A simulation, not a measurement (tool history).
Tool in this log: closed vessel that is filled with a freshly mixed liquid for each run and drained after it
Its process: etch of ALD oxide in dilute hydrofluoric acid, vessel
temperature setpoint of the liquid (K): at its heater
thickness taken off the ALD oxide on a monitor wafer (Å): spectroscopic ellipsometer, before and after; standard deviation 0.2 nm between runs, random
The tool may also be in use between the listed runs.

run	day	temperature setpoint of the liquid (K)	parts of water to one part of 49 % hydrofluoric acid (parts by volume)	time in the liquid (s)	thickness taken off the ALD oxide on a monitor wafer (Å)
1	0.000	296.15	115	305	297.30
2	0.146	297.65	110	305	331.31
3	0.450	297.65	125	305	285.12
4	0.529	299.15	125	305	307.28
5	0.588	302.65	125	305	346.37
6	0.800	302.65	150	305	279.95
7	1.092	303.15	140	305	309.03
8	1.304	303.15	130	305	336.56
9	1.629	304.15	95	305	505.97
10	1.762	303.65	95	305	490.99
11	1.842	303.15	95	305	482.56

What will run 12 give?
12	2.188	302.65	95	305	?

thickness taken off the ALD oxide on a monitor wafer (Å): 471.55
